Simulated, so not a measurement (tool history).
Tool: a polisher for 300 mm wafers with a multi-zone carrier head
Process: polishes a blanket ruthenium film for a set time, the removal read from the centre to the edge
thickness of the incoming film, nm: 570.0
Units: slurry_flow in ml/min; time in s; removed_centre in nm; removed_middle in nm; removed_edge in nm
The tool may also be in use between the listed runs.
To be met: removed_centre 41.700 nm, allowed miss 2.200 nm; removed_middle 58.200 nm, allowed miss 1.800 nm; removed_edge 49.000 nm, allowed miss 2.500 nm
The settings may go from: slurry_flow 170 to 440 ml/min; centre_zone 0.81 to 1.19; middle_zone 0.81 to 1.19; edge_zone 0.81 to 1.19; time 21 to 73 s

{"run": 1, "hour": 0.0, "slurry_flow": 280, "centre_zone": 1.0, "middle_zone": 1.0, "edge_zone": 1.0, "time": 47, "removed_centre": 35.568, "removed_middle": 37.154, "removed_edge": 38.247}
{"run": 2, "hour": 8.7, "slurry_flow": 280, "centre_zone": 1.0, "middle_zone": 1.0, "edge_zone": 1.04, "time": 47, "removed_centre": 35.84, "removed_middle": 37.659, "removed_edge": 38.068}
{"run": 3, "hour": 17.6, "slurry_flow": 280, "centre_zone": 1.0, "middle_zone": 1.04, "edge_zone": 1.04, "time": 47, "removed_centre": 36.602, "removed_middle": 38.488, "removed_edge": 38.566}
{"run": 4, "hour": 18.3, "slurry_flow": 280, "centre_zone": 1.07, "middle_zone": 1.04, "edge_zone": 1.04, "time": 47, "removed_centre": 38.478, "removed_middle": 38.636, "removed_edge": 38.452}
{"run": 5, "hour": 23.7, "slurry_flow": 295, "centre_zone": 1.0, "middle_zone": 1.08, "edge_zone": 1.0, "time": 50, "removed_centre": 38.196, "removed_middle": 41.974, "removed_edge": 39.947}
{"run": 6, "hour": 30.6, "slurry_flow": 260, "centre_zone": 1.0, "middle_zone": 1.08, "edge_zone": 1.0, "time": 50, "removed_centre": 37.165, "removed_middle": 42.294, "removed_edge": 39.743}
{"run": 7, "hour": 35.7, "slurry_flow": 250, "centre_zone": 0.98, "middle_zone": 1.1, "edge_zone": 1.0, "time": 53, "removed_centre": 39.82, "removed_middle": 45.32, "removed_edge": 41.619}
{"run": 8, "hour": 39.2, "slurry_flow": 255, "centre_zone": 0.94, "middle_zone": 1.12, "edge_zone": 0.99, "time": 55, "removed_centre": 38.84, "removed_middle": 47.721, "removed_edge": 43.75}
{"run": 9, "hour": 43.5, "slurry_flow": 250, "centre_zone": 0.93, "middle_zone": 1.14, "edge_zone": 0.97, "time": 57, "removed_centre": 39.733, "removed_middle": 50.328, "removed_edge": 45.296}
{"run": 10, "hour": 50.1, "slurry_flow": 245, "centre_zone": 0.92, "middle_zone": 1.15, "edge_zone": 0.95, "time": 58, "removed_centre": 40.336, "removed_middle": 51.514, "removed_edge": 44.662}
{"run": 11, "hour": 50.8, "slurry_flow": 245, "centre_zone": 0.91, "middle_zone": 1.16, "edge_zone": 0.95, "time": 59, "removed_centre": 40.741, "removed_middle": 52.446, "removed_edge": 45.315}
{"run": 12, "hour": 51.9, "slurry_flow": 245, "centre_zone": 0.9, "middle_zone": 1.17, "edge_zone": 0.95, "time": 60, "removed_centre": 40.53, "removed_middle": 52.917, "removed_edge": 46.17}
{"run": 13, "hour": 54.7, "slurry_flow": 240, "centre_zone": 0.89, "middle_zone": 1.18, "edge_zone": 0.94, "time": 61, "removed_centre": 40.809, "removed_middle": 55.306, "removed_edge": 46.848}
{"run": 14, "hour": 55.9, "slurry_flow": 240, "centre_zone": 0.89, "middle_zone": 1.18, "edge_zone": 0.94, "time": 62, "removed_centre": 42.085, "removed_middle": 56.098, "removed_edge": 48.396}

5 next moves are on the table. One of them brings every result within its allowed miss. Which?
{"run": "A", "hour": 57.1, "slurry_flow": 190, "centre_zone": 0.82, "middle_zone": 1.05, "edge_zone": 0.89, "time": 66, "removed_centre": "?", "removed_middle": "?", "removed_edge": "?"}
{"run": "B", "hour": 57.1, "slurry_flow": 250, "centre_zone": 0.86, "middle_zone": 1.18, "edge_zone": 0.91, "time": 64, "removed_centre": "?", "removed_middle": "?", "removed_edge": "?"}
{"run": "C", "hour": 57.1, "slurry_flow": 220, "centre_zone": 0.87, "middle_zone": 1.13, "edge_zone": 0.94, "time": 61, "removed_centre": "?", "removed_middle": "?", "removed_edge": "?"}
{"run": "D", "hour": 57.1, "slurry_flow": 175, "centre_zone": 0.88, "middle_zone": 1.08, "edge_zone": 0.91, "time": 67, "removed_centre": "?", "removed_middle": "?", "removed_edge": "?"}
{"run": "E", "hour": 57.1, "slurry_flow": 285, "centre_zone": 0.89, "middle_zone": 1.08, "edge_zone": 0.96, "time": 63, "removed_centre": "?", "removed_middle": "?", "removed_edge": "?"}

move=A removed_centre=38.847 removed_middle=52.397 removed_edge=49.896
move=B removed_centre=40.708 removed_middle=57.605 removed_edge=49.743
move=C removed_centre=38.741 removed_middle=52.281 removed_edge=47.746
move=D removed_centre=41.965 removed_middle=54.014 removed_edge=50.834
move=E removed_centre=41.965 removed_middle=53.120 removed_edge=50.695
A: further off than the last run
B: meets every target
C: further off than the last run
D: further off than the last run
E: further off than the last run
Move B is the one to make.

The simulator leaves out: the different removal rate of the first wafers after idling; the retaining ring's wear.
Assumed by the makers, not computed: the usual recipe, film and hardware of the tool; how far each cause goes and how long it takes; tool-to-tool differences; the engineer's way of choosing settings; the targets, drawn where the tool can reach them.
